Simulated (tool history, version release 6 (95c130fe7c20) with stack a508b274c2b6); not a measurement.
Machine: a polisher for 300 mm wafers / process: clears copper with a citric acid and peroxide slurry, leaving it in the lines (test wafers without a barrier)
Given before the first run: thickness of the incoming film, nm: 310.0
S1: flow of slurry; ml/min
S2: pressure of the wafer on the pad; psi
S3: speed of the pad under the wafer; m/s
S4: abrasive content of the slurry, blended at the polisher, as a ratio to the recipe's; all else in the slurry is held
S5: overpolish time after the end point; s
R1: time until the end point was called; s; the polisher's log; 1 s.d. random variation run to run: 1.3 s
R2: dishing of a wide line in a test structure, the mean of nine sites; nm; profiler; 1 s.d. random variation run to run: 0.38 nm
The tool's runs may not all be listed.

run	hour	S1	S2	S3	S4	S5	R1	R2
1	0	125	3.2	1.22	1	28	106.75	50.016
2	6.3	155	3.2	1.22	1	28	101.88	50.995
3	11.8	155	3.2	1.22	1.2	28	99.292	55.303
4	13.9	155	3	1.22	1.15	26	104.22	48.509
5	17.7	175	3	1.22	1.15	26	102.15	50.461
6	21.2	175	3	1.32	1.15	26	97.396	52.707

For run 7, what comes out?
7	28.5	175	2.8	1.32	1.1	25	?	?

R1: 103.13 s
R2: 47.441 nm
